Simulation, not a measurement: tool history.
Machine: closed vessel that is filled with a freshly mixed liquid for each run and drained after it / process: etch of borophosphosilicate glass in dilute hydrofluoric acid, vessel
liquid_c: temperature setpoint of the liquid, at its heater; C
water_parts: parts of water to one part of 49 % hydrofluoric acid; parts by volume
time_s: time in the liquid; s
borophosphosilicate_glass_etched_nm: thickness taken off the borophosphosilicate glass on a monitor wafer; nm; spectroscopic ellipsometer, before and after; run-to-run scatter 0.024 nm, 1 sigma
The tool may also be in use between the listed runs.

run,hour,liquid_c,water_parts,time_s,borophosphosilicate_glass_etched_nm
1,0.0,23.0,200,35,5.8949
2,4.6,24.0,200,35,6.1852
3,13.8,24.0,130,35,10.1750
4,22.7,23.0,130,35,9.7756
5,29.3,25.5,130,35,10.8480
6,38.0,22.0,130,35,9.4497
7,45.1,21.0,135,35,8.6729

Expected results for the next run?
8,50.8,20.5,135,35,?

Run 8 came out at borophosphosilicate_glass_etched_nm 8.5581 nm.
